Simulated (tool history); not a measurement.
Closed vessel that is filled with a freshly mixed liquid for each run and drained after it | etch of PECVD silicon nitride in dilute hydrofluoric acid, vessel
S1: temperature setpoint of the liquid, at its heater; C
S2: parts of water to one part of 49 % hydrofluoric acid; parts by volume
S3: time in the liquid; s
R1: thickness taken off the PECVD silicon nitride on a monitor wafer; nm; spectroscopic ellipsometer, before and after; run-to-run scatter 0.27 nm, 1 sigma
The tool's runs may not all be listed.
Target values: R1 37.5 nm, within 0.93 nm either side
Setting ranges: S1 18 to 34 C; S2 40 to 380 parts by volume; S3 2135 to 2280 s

run,hour,S1,S2,S3,R1
1,0,26,210,2135,27.078
2,7.2,24.5,210,2135,24.59
3,11.4,26.5,210,2135,27.755
4,16.6,26.5,210,2280,29.405
5,23.7,26.5,210,2135,27.334
# hour 29.3: hydrofluoric acid flow meter replaced
6,29.3,28,210,2135,34.05
7,30.7,28.5,210,2135,35.239
8,37.6,29,210,2135,36.197

Exactly one of the 5 candidate moves below puts every result within its allowed miss. Which one?
A,44.5,29,225,2165,?
B,44.5,25.5,180,2200,?
C,44.5,23.5,155,2280,?
D,44.5,30.5,245,2250,?
E,44.5,26,180,2135,?

move,R1
A,34.162
B,35.062
C,37.099
D,35.559
E,35.11
A: further off than the last run
B: further off than the last run
C: every result lands within tolerance
D: further off than the last run
E: further off than the last run
C meets every target.
